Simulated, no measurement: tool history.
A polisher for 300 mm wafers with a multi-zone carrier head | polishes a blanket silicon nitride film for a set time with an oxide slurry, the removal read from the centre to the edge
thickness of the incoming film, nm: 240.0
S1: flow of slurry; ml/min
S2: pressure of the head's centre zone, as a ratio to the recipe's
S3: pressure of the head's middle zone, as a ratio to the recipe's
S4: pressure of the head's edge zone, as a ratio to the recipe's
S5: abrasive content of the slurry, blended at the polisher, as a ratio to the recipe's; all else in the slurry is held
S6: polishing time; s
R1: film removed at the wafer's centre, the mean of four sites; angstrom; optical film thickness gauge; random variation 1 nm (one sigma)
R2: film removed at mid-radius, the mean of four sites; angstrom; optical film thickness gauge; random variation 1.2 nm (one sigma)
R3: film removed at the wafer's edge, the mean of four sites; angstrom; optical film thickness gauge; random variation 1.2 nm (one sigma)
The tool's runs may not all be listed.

| run | hour | S1 | S2 | S3 | S4 | S5 | S6 | R1 | R2 | R3 |
|---|---|---|---|---|---|---|---|---|---|---|
| 1 | 0.0 | 120 | 1.00 | 1.00 | 1.00 | 1.00 | 70 | 607.70 | 617.20 | 623.54 |
| 2 | 6.7 | 125 | 1.01 | 1.02 | 1.00 | 1.05 | 70 | 645.20 | 659.39 | 645.99 |
| 3 | 9.3 | 125 | 1.01 | 1.02 | 1.05 | 1.05 | 70 | 642.56 | 655.81 | 648.63 |
| 4 | 17.8 | 125 | 1.01 | 1.02 | 1.13 | 1.05 | 70 | 631.95 | 658.06 | 686.88 |
| 5 | 22.0 | 130 | 1.02 | 1.04 | 1.13 | 1.10 | 70 | 666.76 | 701.93 | 690.88 |
| 6 | 23.5 | 130 | 1.03 | 1.05 | 1.13 | 1.15 | 71 | 693.34 | 733.11 | 732.19 |
| 7 | 25.4 | 135 | 1.05 | 1.07 | 1.13 | 1.20 | 71 | 727.88 | 743.23 | 761.16 |
| 8 | 33.6 | 140 | 1.05 | 1.09 | 1.09 | 1.25 | 72 | 767.70 | 799.33 | 776.78 |
| 9 | 41.0 | 145 | 1.05 | 1.10 | 1.08 | 1.25 | 72 | 754.78 | 808.27 | 779.52 |
| 10 | 45.6 | 150 | 1.06 | 1.11 | 1.05 | 1.30 | 72 | 780.15 | 836.11 | 799.02 |
| 11 | 53.2 | 155 | 1.07 | 1.12 | 1.02 | 1.30 | 72 | 815.33 | 855.20 | 784.41 |
| 12 | 55.2 | 160 | 1.08 | 1.13 | 1.02 | 1.30 | 72 | 816.73 | 868.52 | 772.38 |
| 13 | 62.0 | 160 | 1.09 | 1.14 | 1.02 | 1.30 | 72 | 825.85 | 877.09 | 783.68 |
| 14 | 62.9 | 160 | 1.10 | 1.15 | 1.02 | 1.30 | 72 | 823.30 | 886.30 | 772.24 |
| 15 | 64.0 | 160 | 1.11 | 1.15 | 1.02 | 1.30 | 72 | 829.36 | 873.32 | 790.94 |
| 16 | 67.0 | 165 | 1.11 | 1.15 | 1.01 | 1.30 | 72 | 840.15 | 896.95 | 784.17 |

Forecast run 17:
| 17 | 71.7 | 165 | 1.12 | 1.15 | 1.01 | 1.30 | 72 | ? | ? | ? |

R1: 844.17 angstrom
R2: 877.48 angstrom
R3: 788.77 angstrom
